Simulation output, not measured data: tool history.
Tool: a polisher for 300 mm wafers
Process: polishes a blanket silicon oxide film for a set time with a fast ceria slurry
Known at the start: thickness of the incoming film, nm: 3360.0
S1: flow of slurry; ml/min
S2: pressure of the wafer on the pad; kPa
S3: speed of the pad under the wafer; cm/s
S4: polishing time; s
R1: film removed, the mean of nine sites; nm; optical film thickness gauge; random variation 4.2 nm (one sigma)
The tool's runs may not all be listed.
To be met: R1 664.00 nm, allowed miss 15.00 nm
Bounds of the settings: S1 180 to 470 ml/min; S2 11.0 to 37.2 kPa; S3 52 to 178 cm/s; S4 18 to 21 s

| run | hour | S1 | S2 | S3 | S4 | R1 |
|---|---|---|---|---|---|---|
| 1 | 0.0 | 300 | 24.1 | 114 | 21 | 415.24 |
| 2 | 5.2 | 300 | 24.1 | 114 | 18 | 356.59 |
| 3 | 13.0 | 305 | 26.9 | 116 | 18 | 403.78 |
| 4 | 21.2 | 305 | 29.0 | 120 | 18 | 443.84 |
| 5 | 29.4 | 305 | 29.0 | 92 | 18 | 341.35 |
| 6 | 33.3 | 305 | 31.0 | 102 | 18 | 406.22 |
| 7 | 36.5 | 305 | 32.4 | 108 | 18 | 445.01 |
| 8 | 37.8 | 305 | 33.8 | 114 | 18 | 479.05 |

Which of these 5 next moves meets every target?
| A | 39.1 | 285 | 34.5 | 116 | 21 | ? |
| B | 39.1 | 335 | 33.1 | 96 | 18 | ? |
| C | 39.1 | 285 | 37.2 | 108 | 21 | ? |
| D | 39.1 | 295 | 31.7 | 92 | 18 | ? |
| E | 39.1 | 325 | 34.5 | 130 | 21 | ? |

| move | R1 |
|---|---|
| A | 576.18 |
| B | 402.32 |
| C | 577.04 |
| D | 367.05 |
| E | 651.93 |
A: nearer than the last run, and not there yet
B: further off than the last run
C: nearer than the last run, and not there yet
D: further off than the last run
E: meets every target
The right move is E.

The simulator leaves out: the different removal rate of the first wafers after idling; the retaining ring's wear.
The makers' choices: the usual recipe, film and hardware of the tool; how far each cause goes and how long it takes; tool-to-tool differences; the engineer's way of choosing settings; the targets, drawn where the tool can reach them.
